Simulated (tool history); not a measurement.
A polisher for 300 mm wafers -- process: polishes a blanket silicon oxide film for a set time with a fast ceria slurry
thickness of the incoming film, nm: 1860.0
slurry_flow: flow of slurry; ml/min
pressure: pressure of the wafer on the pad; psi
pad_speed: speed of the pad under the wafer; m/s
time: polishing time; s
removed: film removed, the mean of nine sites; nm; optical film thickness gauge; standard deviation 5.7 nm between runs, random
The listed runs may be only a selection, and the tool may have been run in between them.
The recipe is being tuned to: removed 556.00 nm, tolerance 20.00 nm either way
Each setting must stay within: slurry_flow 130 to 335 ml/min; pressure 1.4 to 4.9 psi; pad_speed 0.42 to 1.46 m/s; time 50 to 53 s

Run 1, hour 0.0: slurry_flow 215 ml/min, pressure 3.1 psi, pad_speed 0.94 m/s, time 50 s. Result: removed 654.64 nm.
Run 2, hour 2.1: slurry_flow 215 ml/min, pressure 3.0 psi, pad_speed 0.94 m/s, time 50 s. Result: removed 653.47 nm.
Run 3, hour 6.5: slurry_flow 215 ml/min, pressure 3.0 psi, pad_speed 0.94 m/s, time 50 s. Result: removed 631.78 nm.
Run 4, hour 12.1: slurry_flow 215 ml/min, pressure 3.0 psi, pad_speed 1.10 m/s, time 50 s. Result: removed 737.03 nm.
Run 5, hour 18.8: slurry_flow 215 ml/min, pressure 3.0 psi, pad_speed 1.10 m/s, time 50 s. Result: removed 722.38 nm.
Run 6, hour 24.4: slurry_flow 170 ml/min, pressure 3.0 psi, pad_speed 1.10 m/s, time 50 s. Result: removed 714.92 nm.
Run 7, hour 31.4: slurry_flow 170 ml/min, pressure 2.1 psi, pad_speed 1.08 m/s, time 50 s. Result: removed 502.09 nm.
Run 8, hour 36.5: slurry_flow 175 ml/min, pressure 2.1 psi, pad_speed 1.08 m/s, time 50 s. Result: removed 505.89 nm.
Run 9, hour 45.3: slurry_flow 185 ml/min, pressure 2.2 psi, pad_speed 1.08 m/s, time 50 s. Result: removed 529.05 nm.

Exercise: of the 5 proposed moves below, exactly one satisfies all targets within the stated allowed misses. Which move is it?
Run A, hour 54.1: slurry_flow 210 ml/min, pressure 1.8 psi, pad_speed 1.16 m/s, time 50 s. Result: removed ?.
Run B, hour 54.1: slurry_flow 165 ml/min, pressure 2.5 psi, pad_speed 1.02 m/s, time 50 s. Result: removed ?.
Run C, hour 54.1: slurry_flow 185 ml/min, pressure 1.9 psi, pad_speed 1.18 m/s, time 50 s. Result: removed ?.
Run D, hour 54.1: slurry_flow 215 ml/min, pressure 2.5 psi, pad_speed 0.78 m/s, time 53 s. Result: removed ?.
Run E, hour 54.1: slurry_flow 130 ml/min, pressure 2.3 psi, pad_speed 1.00 m/s, time 50 s. Result: removed ?.

move  removed
   A   466.81
   B   561.16
   C   492.56
   D   492.48
   E   496.93
A: moves away from the targets compared with the last run
B: hits every target within its allowed miss
C: moves away from the targets compared with the last run
D: moves away from the targets compared with the last run
E: moves away from the targets compared with the last run
Correct choice: B, which meets every target
